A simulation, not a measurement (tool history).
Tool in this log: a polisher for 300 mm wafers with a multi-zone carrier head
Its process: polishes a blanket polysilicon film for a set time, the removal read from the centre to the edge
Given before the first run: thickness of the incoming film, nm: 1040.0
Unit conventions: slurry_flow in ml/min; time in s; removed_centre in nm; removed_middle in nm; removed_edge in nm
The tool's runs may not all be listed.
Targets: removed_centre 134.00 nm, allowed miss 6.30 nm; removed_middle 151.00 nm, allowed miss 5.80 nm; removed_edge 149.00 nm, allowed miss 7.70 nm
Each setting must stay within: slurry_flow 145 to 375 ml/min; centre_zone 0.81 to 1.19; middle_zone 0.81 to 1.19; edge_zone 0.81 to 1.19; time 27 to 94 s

run 1 hour=0.0 | slurry_flow=240 centre_zone=1.00 middle_zone=1.00 edge_zone=1.00 time=60 | removed_centre=263.93 removed_middle=247.88 removed_edge=257.00
run 2 hour=4.2 | slurry_flow=240 centre_zone=1.00 middle_zone=1.00 edge_zone=1.08 time=60 | removed_centre=255.20 removed_middle=254.60 removed_edge=266.54
run 3 hour=7.6 | slurry_flow=240 centre_zone=1.00 middle_zone=1.00 edge_zone=1.08 time=51 | removed_centre=225.60 removed_middle=218.54 removed_edge=225.62
run 4 hour=13.5 | slurry_flow=240 centre_zone=1.00 middle_zone=1.00 edge_zone=1.03 time=51 | removed_centre=224.07 removed_middle=219.20 removed_edge=224.46
run 5 hour=15.9 | slurry_flow=240 centre_zone=1.00 middle_zone=1.00 edge_zone=1.08 time=51 | removed_centre=223.81 removed_middle=218.40 removed_edge=228.88
run 6 hour=18.4 | slurry_flow=240 centre_zone=1.00 middle_zone=1.00 edge_zone=1.02 time=51 | removed_centre=221.18 removed_middle=217.79 removed_edge=222.36
run 7 hour=25.0 | slurry_flow=240 centre_zone=1.00 middle_zone=1.00 edge_zone=1.02 time=51 | removed_centre=223.84 removed_middle=215.31 removed_edge=219.47
run 8 hour=28.1 | slurry_flow=235 centre_zone=0.96 middle_zone=1.00 edge_zone=1.01 time=46 | removed_centre=190.38 removed_middle=195.69 removed_edge=193.41
run 9 hour=31.5 | slurry_flow=225 centre_zone=0.92 middle_zone=0.97 edge_zone=0.99 time=45 | removed_centre=182.06 removed_middle=183.49 removed_edge=192.17
run 10 hour=35.9 | slurry_flow=220 centre_zone=0.90 middle_zone=0.98 edge_zone=0.98 time=42 | removed_centre=162.69 removed_middle=170.52 removed_edge=175.57
run 11 hour=40.5 | slurry_flow=215 centre_zone=0.88 middle_zone=0.98 edge_zone=0.95 time=41 | removed_centre=156.48 removed_middle=168.55 removed_edge=166.83
run 12 hour=49.4 | slurry_flow=210 centre_zone=0.86 middle_zone=0.97 edge_zone=0.94 time=40 | removed_centre=147.30 removed_middle=162.36 removed_edge=166.12
run 13 hour=51.0 | slurry_flow=210 centre_zone=0.86 middle_zone=0.97 edge_zone=0.92 time=39 | removed_centre=144.43 removed_middle=156.25 removed_edge=158.18
run 14 hour=59.0 | slurry_flow=210 centre_zone=0.86 middle_zone=0.97 edge_zone=0.92 time=39 | removed_centre=141.13 removed_middle=158.20 removed_edge=160.47
run 15 hour=66.6 | slurry_flow=210 centre_zone=0.87 middle_zone=0.97 edge_zone=0.91 time=38 | removed_centre=142.12 removed_middle=154.62 removed_edge=153.12
run 16 hour=74.7 | slurry_flow=210 centre_zone=0.87 middle_zone=0.97 edge_zone=0.91 time=38 | removed_centre=138.32 removed_middle=155.08 removed_edge=154.39
run 17 hour=77.0 | slurry_flow=205 centre_zone=0.87 middle_zone=0.97 edge_zone=0.90 time=38 | removed_centre=140.71 removed_middle=153.89 removed_edge=153.88

Next run, 5 choices. One meets every target within its allowed miss, the rest don't. Which?
run A hour=79.3 | slurry_flow=220 centre_zone=0.98 middle_zone=1.10 edge_zone=0.87 time=35 | removed_centre=? removed_middle=? removed_edge=?
run B hour=79.3 | slurry_flow=145 centre_zone=0.83 middle_zone=0.97 edge_zone=0.84 time=40 | removed_centre=? removed_middle=? removed_edge=?
run C hour=79.3 | slurry_flow=240 centre_zone=0.96 middle_zone=0.93 edge_zone=0.85 time=38 | removed_centre=? removed_middle=? removed_edge=?
run D hour=79.3 | slurry_flow=195 centre_zone=0.81 middle_zone=0.92 edge_zone=0.98 time=40 | removed_centre=? removed_middle=? removed_edge=?
run E hour=79.3 | slurry_flow=240 centre_zone=0.88 middle_zone=1.12 edge_zone=0.88 time=36 | removed_centre=? removed_middle=? removed_edge=?

move=A removed_centre=147.90 removed_middle=161.28 removed_edge=138.87
move=B removed_centre=132.54 removed_middle=155.08 removed_edge=149.02
move=C removed_centre=159.00 removed_middle=153.62 removed_edge=150.78
move=D removed_centre=136.73 removed_middle=155.98 removed_edge=166.06
move=E removed_centre=138.16 removed_middle=170.41 removed_edge=144.73
A: the biggest miss grows against the last run
B: all results land within tolerance of their targets
C: the biggest miss grows against the last run
D: corrects the largest miss of the last run, while another result sits out of spec
E: corrects the largest miss of the last run, while another result sits out of spec
So the answer is move B, the one that meets all the targets.
